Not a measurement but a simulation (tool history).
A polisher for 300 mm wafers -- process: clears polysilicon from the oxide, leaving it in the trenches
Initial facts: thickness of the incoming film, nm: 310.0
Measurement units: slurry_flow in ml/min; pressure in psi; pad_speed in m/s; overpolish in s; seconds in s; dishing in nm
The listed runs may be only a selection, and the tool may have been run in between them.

run  hour  slurry_flow  pressure  pad_speed  overpolish  seconds  dishing
  1   0.0          280       2.6       0.90          14   23.402   54.737
  2   6.0          280       2.6       1.06          14   19.898   59.384
  3  12.1          210       2.6       1.06          14   20.517   58.030
  4  18.1          210       2.3       1.06          13   22.514   54.083
  5  25.3          215       2.1       1.06          15   23.743   57.771
  6  28.4          215       1.9       1.04          14   25.195   55.722
  7  33.9          215       1.7       1.02          14   27.558   53.826
  8  41.2          215       1.7       1.02          14   28.359   53.897
  9  42.4          215       1.6       1.02          14   29.064   53.616

For run 10, what comes out?
 10  47.2          215       1.5       1.02          14        ?        ?

Logged for run 10: seconds 30.499 s, dishing 53.793 nm.
